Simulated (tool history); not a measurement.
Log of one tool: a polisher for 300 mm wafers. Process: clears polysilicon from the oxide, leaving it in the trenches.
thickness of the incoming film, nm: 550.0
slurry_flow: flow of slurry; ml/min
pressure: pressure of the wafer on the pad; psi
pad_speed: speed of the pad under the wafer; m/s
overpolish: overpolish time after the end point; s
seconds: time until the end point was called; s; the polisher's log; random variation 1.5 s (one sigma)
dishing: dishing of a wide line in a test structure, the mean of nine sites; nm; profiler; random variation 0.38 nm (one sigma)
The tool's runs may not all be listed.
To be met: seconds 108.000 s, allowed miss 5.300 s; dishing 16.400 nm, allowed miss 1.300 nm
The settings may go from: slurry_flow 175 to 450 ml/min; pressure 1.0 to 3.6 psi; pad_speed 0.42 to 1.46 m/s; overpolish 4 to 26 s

run 1 hour=0.0 | slurry_flow=290 pressure=2.3 pad_speed=0.94 overpolish=13 | seconds=54.323 dishing=62.373
run 2 hour=2.4 | slurry_flow=290 pressure=2.1 pad_speed=0.90 overpolish=11 | seconds=63.415 dishing=52.313
run 3 hour=7.8 | slurry_flow=320 pressure=1.9 pad_speed=0.88 overpolish=10 | seconds=69.398 dishing=47.845
run 4 hour=11.8 | slurry_flow=345 pressure=1.7 pad_speed=0.84 overpolish=9 | seconds=79.581 dishing=38.195
run 5 hour=16.9 | slurry_flow=395 pressure=1.7 pad_speed=0.84 overpolish=9 | seconds=80.783 dishing=39.183
run 6 hour=21.9 | slurry_flow=395 pressure=1.9 pad_speed=0.84 overpolish=9 | seconds=73.116 dishing=43.047
run 7 hour=23.5 | slurry_flow=405 pressure=1.7 pad_speed=0.82 overpolish=8 | seconds=82.983 dishing=36.827
run 8 hour=27.8 | slurry_flow=450 pressure=1.1 pad_speed=0.82 overpolish=4 | seconds=124.380 dishing=14.495
run 9 hour=28.6 | slurry_flow=450 pressure=1.1 pad_speed=0.84 overpolish=4 | seconds=119.050 dishing=15.027

5 next moves are on the table. One of them brings every result within its allowed miss. Which?
run A hour=29.4 | slurry_flow=450 pressure=1.1 pad_speed=0.94 overpolish=4 | seconds=? dishing=?
run B hour=29.4 | slurry_flow=410 pressure=1.0 pad_speed=0.88 overpolish=5 | seconds=? dishing=?
run C hour=29.4 | slurry_flow=405 pressure=1.0 pad_speed=0.82 overpolish=4 | seconds=? dishing=?
run D hour=29.4 | slurry_flow=450 pressure=1.0 pad_speed=0.94 overpolish=5 | seconds=? dishing=?
run E hour=29.4 | slurry_flow=445 pressure=1.0 pad_speed=0.86 overpolish=5 | seconds=? dishing=?

move=A seconds=108.290 dishing=16.443
move=B seconds=126.990 dishing=17.410
move=C seconds=136.070 dishing=13.364
move=D seconds=118.410 dishing=18.525
move=E seconds=129.150 dishing=17.150
A: meets every target
B: further off than the last run
C: further off than the last run
D: nearer than the last run, and not there yet
E: further off than the last run
The right move is A.
